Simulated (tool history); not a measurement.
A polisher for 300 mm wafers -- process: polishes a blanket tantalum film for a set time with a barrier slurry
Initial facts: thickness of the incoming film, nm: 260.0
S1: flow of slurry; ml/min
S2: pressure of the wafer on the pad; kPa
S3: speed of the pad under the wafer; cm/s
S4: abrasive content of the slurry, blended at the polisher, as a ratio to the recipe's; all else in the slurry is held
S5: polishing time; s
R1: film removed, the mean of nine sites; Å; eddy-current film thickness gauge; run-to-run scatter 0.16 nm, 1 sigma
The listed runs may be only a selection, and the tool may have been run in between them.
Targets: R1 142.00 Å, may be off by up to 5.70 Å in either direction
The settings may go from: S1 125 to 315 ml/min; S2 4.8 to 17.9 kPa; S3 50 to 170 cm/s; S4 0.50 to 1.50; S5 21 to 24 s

| run | hour | S1 | S2 | S3 | S4 | S5 | R1 |
|---|---|---|---|---|---|---|---|
| 1 | 0.0 | 205 | 11.0 | 110 | 1.00 | 24 | 308.53 |
| 2 | 4.2 | 205 | 11.0 | 110 | 1.20 | 24 | 324.42 |
| 3 | 8.1 | 205 | 11.0 | 110 | 1.40 | 24 | 351.00 |
| 4 | 16.9 | 240 | 11.0 | 110 | 1.40 | 24 | 360.96 |
| 5 | 24.6 | 240 | 10.3 | 104 | 1.40 | 24 | 315.62 |
| 6 | 31.5 | 240 | 10.3 | 104 | 1.50 | 24 | 317.93 |
| 7 | 38.4 | 240 | 9.7 | 100 | 1.50 | 24 | 283.18 |
| 8 | 41.8 | 240 | 9.7 | 100 | 1.50 | 24 | 290.41 |
| 9 | 43.9 | 240 | 9.0 | 96 | 1.50 | 24 | 262.81 |
| 10 | 50.1 | 240 | 8.3 | 92 | 1.50 | 24 | 232.14 |
| 11 | 57.2 | 240 | 7.6 | 90 | 1.50 | 24 | 215.27 |
| 12 | 58.3 | 240 | 7.6 | 90 | 1.50 | 24 | 212.90 |
| 13 | 67.2 | 240 | 6.9 | 88 | 1.50 | 24 | 188.08 |
| 14 | 73.6 | 235 | 5.5 | 86 | 1.50 | 24 | 156.82 |
| 15 | 78.1 | 220 | 4.8 | 84 | 1.50 | 24 | 133.02 |
| 16 | 86.9 | 225 | 4.8 | 84 | 1.50 | 24 | 134.68 |
| 17 | 92.3 | 230 | 4.8 | 84 | 1.50 | 24 | 135.74 |
| 18 | 94.8 | 240 | 4.8 | 84 | 1.50 | 24 | 133.40 |
| 19 | 100.3 | 240 | 5.5 | 84 | 1.50 | 24 | 149.28 |
| 20 | 107.4 | 235 | 5.5 | 84 | 1.50 | 24 | 150.56 |
| 21 | 113.6 | 235 | 5.5 | 84 | 1.50 | 24 | 152.21 |
| 22 | 121.1 | 230 | 5.5 | 84 | 1.50 | 24 | 150.37 |
| 23 | 128.6 | 220 | 4.8 | 84 | 1.50 | 24 | 134.11 |
| 24 | 130.9 | 225 | 4.8 | 84 | 1.50 | 24 | 130.81 |
| 25 | 139.1 | 225 | 5.5 | 84 | 1.50 | 24 | 151.04 |
| 26 | 141.8 | 225 | 4.8 | 84 | 1.50 | 24 | 134.83 |

Exactly one of the 4 candidate moves below puts every result within its allowed miss. Which one?
| A | 144.5 | 245 | 5.5 | 74 | 1.50 | 22 | ? |
| B | 144.5 | 185 | 4.8 | 82 | 1.50 | 23 | ? |
| C | 144.5 | 170 | 5.5 | 80 | 1.40 | 21 | ? |
| D | 144.5 | 225 | 5.5 | 84 | 1.45 | 23 | ? |

| move | R1 |
|---|---|
| A | 124.60 |
| B | 125.87 |
| C | 122.14 |
| D | 144.90 |
A: moves away from the targets compared with the last run
B: moves away from the targets compared with the last run
C: moves away from the targets compared with the last run
D: all results land within tolerance of their targets
So the answer is move D, the one that meets all the targets.
